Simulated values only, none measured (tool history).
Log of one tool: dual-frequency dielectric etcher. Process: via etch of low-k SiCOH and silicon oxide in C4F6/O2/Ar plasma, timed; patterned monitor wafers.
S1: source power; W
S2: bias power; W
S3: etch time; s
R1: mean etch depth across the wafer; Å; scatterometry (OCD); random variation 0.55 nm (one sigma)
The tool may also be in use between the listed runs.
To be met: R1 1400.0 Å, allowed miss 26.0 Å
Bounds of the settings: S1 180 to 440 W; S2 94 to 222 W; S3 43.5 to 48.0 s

run  hour   S1   S2    S3      R1
  1   0.0  310  158  48.0  1177.3
  2   2.5  340  161  48.0  1236.5
  3   6.1  340  146  48.0  1184.3
  4   7.3  380  146  48.0  1233.6
  5  10.4  380  123  48.0  1135.6
  6  19.1  390  133  48.0  1199.1
  7  27.5  400  140  48.0  1244.4
  8  29.0  410  145  48.0  1272.8
  9  37.5  420  150  48.0  1307.4
 10  42.0  420  154  48.0  1321.6
 11  48.0  420  154  48.0  1311.2
 12  56.3  420  158  48.0  1335.0
 13  64.5  420  160  48.0  1342.9
 14  68.0  420  162  48.0  1362.0
 15  73.1  420  163  48.0  1353.1
 16  73.7  420  164  48.0  1366.6

5 next moves are on the table. One of them brings every result within its allowed miss. Which?
  A  74.3  440  149  48.0   ?
  B  74.3  440  172  47.0   ?
  C  74.3  440  169  45.0   ?
  D  74.3  440  152  47.0   ?
  E  74.3  440  154  48.0   ?

move      R1
   A  1336.3
   B  1397.2
   C  1327.1
   D  1320.6
   E  1356.8
A: further off than the last run
B: meets every target
C: further off than the last run
D: further off than the last run
E: further off than the last run
Answer: B
